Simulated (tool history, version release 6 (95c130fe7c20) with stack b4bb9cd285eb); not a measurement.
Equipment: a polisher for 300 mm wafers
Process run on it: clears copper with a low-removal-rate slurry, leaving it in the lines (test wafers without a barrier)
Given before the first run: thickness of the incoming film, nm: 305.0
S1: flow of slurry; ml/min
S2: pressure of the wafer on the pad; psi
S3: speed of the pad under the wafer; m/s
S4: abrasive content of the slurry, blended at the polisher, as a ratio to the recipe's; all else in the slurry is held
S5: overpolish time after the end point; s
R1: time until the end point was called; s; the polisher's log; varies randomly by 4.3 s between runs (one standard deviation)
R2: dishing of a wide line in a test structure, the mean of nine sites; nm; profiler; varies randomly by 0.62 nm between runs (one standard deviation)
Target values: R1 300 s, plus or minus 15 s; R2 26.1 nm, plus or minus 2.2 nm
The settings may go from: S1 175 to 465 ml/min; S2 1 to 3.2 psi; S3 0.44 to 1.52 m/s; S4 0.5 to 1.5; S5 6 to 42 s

{"run": 1, "hour": 0.0, "S1": 295, "S2": 2.1, "S3": 0.98, "S4": 1, "S5": 21, "R1": 137.84, "R2": 31.186}
{"run": 2, "hour": 4.2, "S1": 295, "S2": 2.1, "S3": 0.76, "S4": 1, "S5": 21, "R1": 177.65, "R2": 25.853}
{"run": 3, "hour": 9.2, "S1": 295, "S2": 2.1, "S3": 0.76, "S4": 0.9, "S5": 21, "R1": 180.38, "R2": 25.429}
{"run": 4, "hour": 14.9, "S1": 295, "S2": 1.9, "S3": 0.74, "S4": 0.9, "S5": 24, "R1": 201.75, "R2": 25.804}
{"run": 5, "hour": 23.3, "S1": 295, "S2": 1.7, "S3": 0.72, "S4": 0.9, "S5": 26, "R1": 236.08, "R2": 24.784}
{"run": 6, "hour": 28.5, "S1": 295, "S2": 1.7, "S3": 0.72, "S4": 0.9, "S5": 29, "R1": 230.15, "R2": 26.406}
{"run": 7, "hour": 33.4, "S1": 295, "S2": 1.6, "S3": 0.72, "S4": 0.9, "S5": 31, "R1": 253.2, "R2": 26.693}
{"run": 8, "hour": 34.7, "S1": 295, "S2": 1.5, "S3": 0.72, "S4": 0.9, "S5": 32, "R1": 259.83, "R2": 25.589}
{"run": 9, "hour": 35.4, "S1": 295, "S2": 1.4, "S3": 0.72, "S4": 0.9, "S5": 33, "R1": 283.5, "R2": 25.337}
{"run": 10, "hour": 41.7, "S1": 295, "S2": 1.4, "S3": 0.72, "S4": 0.9, "S5": 34, "R1": 277.36, "R2": 25.937}
{"run": 11, "hour": 50.4, "S1": 295, "S2": 1.4, "S3": 0.72, "S4": 0.9, "S5": 35, "R1": 279.81, "R2": 26.85}

Which single option among these 5 for the next run brings every result within its allowed miss of target? Just one does.
{"run": "A", "hour": 59.1, "S1": 255, "S2": 1.6, "S3": 0.58, "S4": 1, "S5": 29, "R1": "?", "R2": "?"}
{"run": "B", "hour": 59.1, "S1": 350, "S2": 1.6, "S3": 0.7, "S4": 0.85, "S5": 32, "R1": "?", "R2": "?"}
{"run": "C", "hour": 59.1, "S1": 305, "S2": 1.4, "S3": 0.68, "S4": 0.85, "S5": 37, "R1": "?", "R2": "?"}
{"run": "D", "hour": 59.1, "S1": 340, "S2": 1.7, "S3": 0.6, "S4": 0.9, "S5": 30, "R1": "?", "R2": "?"}
{"run": "E", "hour": 59.1, "S1": 345, "S2": 1.2, "S3": 0.82, "S4": 0.6, "S5": 30, "R1": "?", "R2": "?"}

move=A R1=296.89 R2=22.182
move=B R1=247.1 R2=27.977
move=C R1=292.31 R2=27.268
move=D R1=268.19 R2=24.911
move=E R1=295.18 R2=22.625
A: brings the result that was furthest off to its target, and leaves another outside
B: moves away from the targets compared with the last run
C: meets every target
D: moves away from the targets compared with the last run
E: brings the result that was furthest off to its target, and leaves another outside
The move that meets every target is C.
